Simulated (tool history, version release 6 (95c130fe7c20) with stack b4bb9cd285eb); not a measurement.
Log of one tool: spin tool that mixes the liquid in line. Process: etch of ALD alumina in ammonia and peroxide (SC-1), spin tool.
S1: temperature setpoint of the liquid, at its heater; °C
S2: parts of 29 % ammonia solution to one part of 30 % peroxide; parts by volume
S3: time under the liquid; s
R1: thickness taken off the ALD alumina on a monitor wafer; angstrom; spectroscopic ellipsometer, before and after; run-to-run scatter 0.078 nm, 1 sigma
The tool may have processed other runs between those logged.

run	hour	S1	S2	S3	R1
1	0.0	60.0	0.45	65	60.849
2	1.0	61.5	0.45	65	64.235
3	2.5	63.0	0.45	65	68.925
4	4.2	63.0	0.40	65	68.949
5	11.8	57.5	0.40	65	52.459
6	17.5	60.0	0.40	65	59.057
7	21.9	62.0	0.40	65	65.159

Forecast run 8:
# hour 25.5: new drum of ammonia solution connected
8	25.5	68.5	0.40	65	?

Run 8 gave R1 90.670 angstrom.
